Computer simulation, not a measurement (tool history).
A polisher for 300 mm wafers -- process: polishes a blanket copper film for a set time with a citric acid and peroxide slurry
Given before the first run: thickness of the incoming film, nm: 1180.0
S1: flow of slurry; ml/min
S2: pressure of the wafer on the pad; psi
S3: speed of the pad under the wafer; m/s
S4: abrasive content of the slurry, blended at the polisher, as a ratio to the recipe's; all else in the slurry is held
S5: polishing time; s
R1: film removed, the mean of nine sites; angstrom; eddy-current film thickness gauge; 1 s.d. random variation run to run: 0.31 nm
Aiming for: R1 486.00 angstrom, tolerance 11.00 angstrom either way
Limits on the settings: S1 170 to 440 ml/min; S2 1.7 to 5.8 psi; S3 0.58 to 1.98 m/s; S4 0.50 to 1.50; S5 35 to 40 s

run	hour	S1	S2	S3	S4	S5	R1
1	0.0	280	3.7	1.28	1.00	40	1119.60
2	2.7	280	3.7	1.08	1.00	40	946.91
3	7.0	275	3.2	1.04	1.00	40	794.35
4	14.1	275	4.0	1.04	1.00	40	985.10
5	14.8	235	4.0	1.04	1.00	40	967.38
6	22.7	230	3.4	1.02	1.00	40	812.17
7	24.1	225	2.9	1.00	1.00	40	679.83
8	33.0	225	2.9	1.00	1.00	40	676.75
9	37.2	215	2.6	1.00	1.00	40	612.19
10	42.1	210	2.4	1.00	1.00	40	556.91
11	51.1	205	2.3	1.00	1.00	40	540.20
12	58.4	200	2.2	1.00	1.00	40	511.59
13	62.1	195	2.2	1.00	1.00	40	513.53
14	65.0	190	2.2	1.00	1.00	40	505.64
15	72.4	185	2.2	1.00	1.00	40	507.14
16	79.5	180	2.2	1.00	1.00	40	502.27
17	84.2	175	2.2	1.00	1.00	40	504.38

Exactly one of the 4 candidate moves below puts every result within its allowed miss. Which one?
A	88.9	170	2.4	0.90	1.10	39	?
B	88.9	240	2.5	0.84	1.15	40	?
C	88.9	180	2.2	1.06	1.05	39	?
D	88.9	175	2.2	1.06	0.95	40	?

move	R1
A	485.73
B	515.50
C	524.47
D	527.38
A: in spec on every target
B: lands further from the targets than the last run did
C: lands further from the targets than the last run did
D: lands further from the targets than the last run did
The move that meets every target is A.
